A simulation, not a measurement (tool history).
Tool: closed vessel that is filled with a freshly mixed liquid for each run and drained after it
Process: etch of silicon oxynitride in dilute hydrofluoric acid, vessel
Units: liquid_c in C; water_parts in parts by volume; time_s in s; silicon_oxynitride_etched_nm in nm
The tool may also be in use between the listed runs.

{"run": 1, "hour": 0.0, "liquid_c": 21, "water_parts": 75, "time_s": 490, "silicon_oxynitride_etched_nm": 22.325}
{"run": 2, "hour": 3.9, "liquid_c": 22.5, "water_parts": 70, "time_s": 490, "silicon_oxynitride_etched_nm": 26.371}
{"run": 3, "hour": 7.4, "liquid_c": 25.5, "water_parts": 70, "time_s": 490, "silicon_oxynitride_etched_nm": 29.899}
{"run": 4, "hour": 11.4, "liquid_c": 26, "water_parts": 65, "time_s": 490, "silicon_oxynitride_etched_nm": 33.392}
{"run": 5, "hour": 18.7, "liquid_c": 26, "water_parts": 80, "time_s": 490, "silicon_oxynitride_etched_nm": 26.71}
{"run": 6, "hour": 23.7, "liquid_c": 26, "water_parts": 80, "time_s": 490, "silicon_oxynitride_etched_nm": 26.303}
{"run": 7, "hour": 25.1, "liquid_c": 26.5, "water_parts": 75, "time_s": 490, "silicon_oxynitride_etched_nm": 29.086}
{"run": 8, "hour": 27.8, "liquid_c": 27, "water_parts": 70, "time_s": 490, "silicon_oxynitride_etched_nm": 31.914}
{"run": 9, "hour": 32.8, "liquid_c": 29, "water_parts": 40, "time_s": 490, "silicon_oxynitride_etched_nm": 63.898}

The next listed run, before its measurement:
{"run": 10, "hour": 39.1, "liquid_c": 28.5, "water_parts": 40, "time_s": 490, "silicon_oxynitride_etched_nm": "?"}

silicon_oxynitride_etched_nm: 60.763 nm
